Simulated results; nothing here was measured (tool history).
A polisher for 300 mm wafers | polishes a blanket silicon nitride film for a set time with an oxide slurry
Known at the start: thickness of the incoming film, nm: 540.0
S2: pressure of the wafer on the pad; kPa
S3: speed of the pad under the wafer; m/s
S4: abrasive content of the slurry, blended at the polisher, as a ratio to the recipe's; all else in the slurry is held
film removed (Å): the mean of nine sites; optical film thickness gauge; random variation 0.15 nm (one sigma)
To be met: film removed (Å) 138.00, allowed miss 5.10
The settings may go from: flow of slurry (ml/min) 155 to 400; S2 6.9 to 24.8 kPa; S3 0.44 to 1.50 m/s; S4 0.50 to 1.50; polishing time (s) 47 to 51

{"run": 1, "hour": 0.0, "flow of slurry (ml/min)": 255, "S2": 15.9, "S3": 0.96, "S4": 1.0, "polishing time (s)": 51, "film removed (Å)": 185.72}
{"run": 2, "hour": 6.9, "flow of slurry (ml/min)": 255, "S2": 15.9, "S3": 1.18, "S4": 1.0, "polishing time (s)": 51, "film removed (Å)": 216.04}
{"run": 3, "hour": 9.0, "flow of slurry (ml/min)": 255, "S2": 15.2, "S3": 1.18, "S4": 1.0, "polishing time (s)": 51, "film removed (Å)": 203.87}
{"run": 4, "hour": 11.2, "flow of slurry (ml/min)": 305, "S2": 15.2, "S3": 1.18, "S4": 1.0, "polishing time (s)": 51, "film removed (Å)": 212.74}
{"run": 5, "hour": 12.1, "flow of slurry (ml/min)": 300, "S2": 14.5, "S3": 1.18, "S4": 1.0, "polishing time (s)": 51, "film removed (Å)": 201.52}
{"run": 6, "hour": 17.9, "flow of slurry (ml/min)": 300, "S2": 14.5, "S3": 1.18, "S4": 0.9, "polishing time (s)": 51, "film removed (Å)": 188.65}
{"run": 7, "hour": 18.6, "flow of slurry (ml/min)": 300, "S2": 14.5, "S3": 1.18, "S4": 0.9, "polishing time (s)": 51, "film removed (Å)": 188.86}
{"run": 8, "hour": 27.4, "flow of slurry (ml/min)": 300, "S2": 13.8, "S3": 1.18, "S4": 0.9, "polishing time (s)": 51, "film removed (Å)": 182.26}
{"run": 9, "hour": 35.1, "flow of slurry (ml/min)": 295, "S2": 9.7, "S3": 1.16, "S4": 0.9, "polishing time (s)": 51, "film removed (Å)": 127.01}

4 next moves are on the table. One of them brings every result within its allowed miss. Which?
{"run": "A", "hour": 42.8, "flow of slurry (ml/min)": 265, "S2": 12.4, "S3": 1.14, "S4": 0.85, "polishing time (s)": 50, "film removed (Å)": "?"}
{"run": "B", "hour": 42.8, "flow of slurry (ml/min)": 320, "S2": 11.0, "S3": 1.22, "S4": 0.95, "polishing time (s)": 49, "film removed (Å)": "?"}
{"run": "C", "hour": 42.8, "flow of slurry (ml/min)": 190, "S2": 11.0, "S3": 1.24, "S4": 0.85, "polishing time (s)": 50, "film removed (Å)": "?"}
{"run": "D", "hour": 42.8, "flow of slurry (ml/min)": 270, "S2": 11.0, "S3": 1.14, "S4": 1.0, "polishing time (s)": 51, "film removed (Å)": "?"}

move=A film_removed_(Å)=151.08
move=B film_removed_(Å)=150.03
move=C film_removed_(Å)=137.02
move=D film_removed_(Å)=150.02
A: takes the result that was furthest off past its target
B: takes the result that was furthest off past its target
C: meets every target
D: takes the result that was furthest off past its target
Move C is the one to make.
